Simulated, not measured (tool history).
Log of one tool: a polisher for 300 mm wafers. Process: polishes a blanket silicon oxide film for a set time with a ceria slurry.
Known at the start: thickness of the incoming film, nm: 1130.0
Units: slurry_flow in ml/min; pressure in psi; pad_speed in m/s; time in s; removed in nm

run,hour,slurry_flow,pressure,pad_speed,time,removed
1,0.0,155,2.0,1.18,36,104.290
2,5.7,160,2.0,1.18,36,103.930
3,9.4,165,2.0,1.18,36,104.840
4,17.0,165,1.7,1.18,36,91.456
5,19.0,170,1.8,1.18,36,95.824
# hour 22.9: worn pad replaced by a new one
6,22.9,175,1.9,1.18,36,112.880
7,27.7,185,1.9,1.18,36,114.940
8,29.5,195,1.9,1.18,36,115.430

Run 9 comes next. What will it give?
9,34.9,200,1.9,1.18,36,?

Run 9 gave removed 114.510 nm.

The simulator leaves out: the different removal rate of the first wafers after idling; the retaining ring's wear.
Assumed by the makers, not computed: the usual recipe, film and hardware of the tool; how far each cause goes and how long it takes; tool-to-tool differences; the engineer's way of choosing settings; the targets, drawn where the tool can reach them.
